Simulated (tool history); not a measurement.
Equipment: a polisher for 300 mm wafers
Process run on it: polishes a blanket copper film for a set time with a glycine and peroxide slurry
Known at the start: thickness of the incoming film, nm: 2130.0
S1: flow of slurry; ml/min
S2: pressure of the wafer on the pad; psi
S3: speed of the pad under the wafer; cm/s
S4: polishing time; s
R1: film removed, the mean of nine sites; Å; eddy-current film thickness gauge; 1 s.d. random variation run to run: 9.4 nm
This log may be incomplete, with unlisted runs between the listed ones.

run,day,S1,S2,S3,S4,R1
1,0.000,285,2.3,102,86,4669.8
2,0.375,285,2.3,102,86,4830.5
3,0.558,285,2.3,82,86,4012.4
4,0.917,285,2.3,82,86,4072.8
5,1.238,285,2.5,84,86,4355.5
6,1.546,285,2.5,108,86,5172.6

What will run 7 give?
7,1.617,285,2.5,108,86,?

Run 7 produced R1 5249.6 Å.
